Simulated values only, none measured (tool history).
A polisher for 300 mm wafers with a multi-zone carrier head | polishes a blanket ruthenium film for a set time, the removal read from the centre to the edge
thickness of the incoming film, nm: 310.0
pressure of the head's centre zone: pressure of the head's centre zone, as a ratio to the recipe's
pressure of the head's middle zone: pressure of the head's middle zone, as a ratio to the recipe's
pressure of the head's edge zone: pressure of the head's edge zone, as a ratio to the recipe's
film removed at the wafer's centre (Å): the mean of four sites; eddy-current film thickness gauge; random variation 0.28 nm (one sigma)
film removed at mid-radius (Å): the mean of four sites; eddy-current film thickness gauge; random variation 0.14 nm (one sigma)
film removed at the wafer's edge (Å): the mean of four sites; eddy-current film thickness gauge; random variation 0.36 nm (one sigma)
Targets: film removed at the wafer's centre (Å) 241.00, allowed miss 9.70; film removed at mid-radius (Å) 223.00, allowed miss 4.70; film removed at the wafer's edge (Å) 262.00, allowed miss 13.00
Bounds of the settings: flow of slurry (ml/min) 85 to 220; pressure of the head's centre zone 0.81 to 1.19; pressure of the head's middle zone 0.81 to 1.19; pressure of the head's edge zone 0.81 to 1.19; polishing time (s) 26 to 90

run,hour,flow of slurry (ml/min),pressure of the head's centre zone,pressure of the head's middle zone,pressure of the head's edge zone,polishing time (s),film removed at the wafer's centre (Å),film removed at mid-radius (Å),film removed at the wafer's edge (Å)
1,0.0,140,1.00,1.00,1.00,58,484.89,495.46,496.80
2,5.8,140,1.00,1.00,1.00,51,428.51,435.69,428.32
3,7.2,140,0.94,1.00,1.00,51,402.16,439.88,430.68
4,9.1,115,0.94,1.00,1.00,51,380.96,418.50,418.17
5,16.8,85,0.94,1.00,1.00,51,335.11,372.89,399.86
6,24.2,85,0.94,0.95,1.00,51,331.26,358.55,392.78
7,30.0,85,0.96,0.91,0.99,45,308.26,309.77,347.18
8,37.4,85,0.96,0.88,0.99,41,268.47,272.08,306.05
9,44.1,85,0.97,0.86,0.99,39,260.30,254.35,298.81
10,48.0,85,0.98,0.85,0.97,38,258.93,245.60,287.29
11,53.7,85,0.98,0.84,0.95,37,254.22,233.38,273.89

4 next moves are on the table. One of them brings every result within its allowed miss. Which?
A,59.4,85,0.93,0.85,1.04,37,?,?,?
B,59.4,90,1.01,0.87,1.00,33,?,?,?
C,59.4,90,0.99,0.82,1.01,36,?,?,?
D,59.4,85,0.95,0.86,0.87,36,?,?,?

move,film removed at the wafer's centre (Å),film removed at mid-radius (Å),film removed at the wafer's edge (Å)
A,240.24,238.74,294.14
B,239.06,221.86,261.05
C,255.50,230.57,286.35
D,238.84,234.56,263.06
A: further off than the last run
B: meets every target
C: nearer than the last run, and not there yet
D: further off than the last run
The right move is B.
